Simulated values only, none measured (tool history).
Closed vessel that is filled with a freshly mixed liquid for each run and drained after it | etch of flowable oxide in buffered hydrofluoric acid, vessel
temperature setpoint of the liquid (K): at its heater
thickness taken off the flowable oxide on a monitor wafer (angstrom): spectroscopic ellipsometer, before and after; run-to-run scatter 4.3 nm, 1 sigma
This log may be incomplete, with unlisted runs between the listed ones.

| run | hour | temperature setpoint of the liquid (K) | parts of 40 % ammonium fluoride to one part of 49 % hydrofluoric acid (parts by volume) | time in the liquid (s) | thickness taken off the flowable oxide on a monitor wafer (angstrom) |
|---|---|---|---|---|---|
| 1 | 0.0 | 294.15 | 7 | 100 | 4639.3 |
| 2 | 2.9 | 296.15 | 7 | 100 | 5165.5 |
| 3 | 9.5 | 296.15 | 6 | 100 | 5881.4 |
| 4 | 15.6 | 296.15 | 6 | 105 | 6102.8 |
| 5 | 16.9 | 296.15 | 6 | 105 | 6092.6 |
| 6 | 20.4 | 296.15 | 8 | 105 | 4724.7 |

Forecast run 7:
| 7 | 27.5 | 297.15 | 8 | 105 | ? |

{"run 7": {"thickness taken off the flowable oxide on a monitor wafer (angstrom)": 4908.0}}
